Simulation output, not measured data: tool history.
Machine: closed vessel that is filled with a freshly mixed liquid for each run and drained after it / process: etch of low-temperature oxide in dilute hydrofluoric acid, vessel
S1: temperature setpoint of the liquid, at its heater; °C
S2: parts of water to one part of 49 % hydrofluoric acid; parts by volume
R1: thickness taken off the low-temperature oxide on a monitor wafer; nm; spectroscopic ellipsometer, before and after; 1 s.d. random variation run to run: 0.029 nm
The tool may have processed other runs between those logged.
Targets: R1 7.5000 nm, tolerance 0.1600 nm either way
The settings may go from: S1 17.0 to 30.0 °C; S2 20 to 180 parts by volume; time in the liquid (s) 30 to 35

run 1 hour=0.0 | S1=22.0 S2=100 time_in_the_liquid_(s)=35 | R1=3.3181
run 2 hour=9.1 | S1=22.0 S2=130 time_in_the_liquid_(s)=35 | R1=2.4793
run 3 hour=17.6 | S1=22.0 S2=130 time_in_the_liquid_(s)=35 | R1=2.4649
run 4 hour=19.2 | S1=22.0 S2=160 time_in_the_liquid_(s)=35 | R1=1.9447
run 5 hour=20.8 | S1=22.0 S2=160 time_in_the_liquid_(s)=30 | R1=1.6609
run 6 hour=24.8 | S1=24.0 S2=135 time_in_the_liquid_(s)=30 | R1=2.1997
run 7 hour=33.4 | S1=28.0 S2=95 time_in_the_liquid_(s)=30 | R1=3.8317
run 8 hour=35.7 | S1=28.5 S2=80 time_in_the_liquid_(s)=30 | R1=4.7056
run 9 hour=41.0 | S1=29.0 S2=70 time_in_the_liquid_(s)=30 | R1=5.5758
run 10 hour=47.9 | S1=29.0 S2=70 time_in_the_liquid_(s)=30 | R1=5.5533

Consider the 4 candidate settings below. Which is the only one whose results all fall within their allowed miss of target?
run A hour=54.8 | S1=28.5 S2=60 time_in_the_liquid_(s)=35 | R1=?
run B hour=54.8 | S1=29.5 S2=60 time_in_the_liquid_(s)=35 | R1=?
run C hour=54.8 | S1=30.0 S2=60 time_in_the_liquid_(s)=35 | R1=?
run D hour=54.8 | S1=27.0 S2=55 time_in_the_liquid_(s)=35 | R1=?

move=A R1=7.5656
move=B R1=7.8680
move=C R1=8.0227
move=D R1=7.8326
A: hits every target within its allowed miss
B: takes the biggest miss from the last run beyond its target
C: takes the biggest miss from the last run beyond its target
D: takes the biggest miss from the last run beyond its target
The right move is A.
